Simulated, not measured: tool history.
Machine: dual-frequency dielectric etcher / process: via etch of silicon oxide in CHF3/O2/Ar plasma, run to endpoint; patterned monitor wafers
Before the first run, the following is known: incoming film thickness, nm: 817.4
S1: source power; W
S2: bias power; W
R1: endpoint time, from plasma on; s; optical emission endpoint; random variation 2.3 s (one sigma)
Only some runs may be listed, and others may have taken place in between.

run    day   S1   S2      R1
  1      0  810  175  382.79
  2  0.275  700  175  406.44
  3  0.433  740  177  395.79
  4  0.542  740  199   378.8
  5  0.825  860  199  355.94
  6  1.017  870  200  355.09

Run 7 comes next. What will it give?
  7  1.271  880  201   ?

R1: 353.05 s
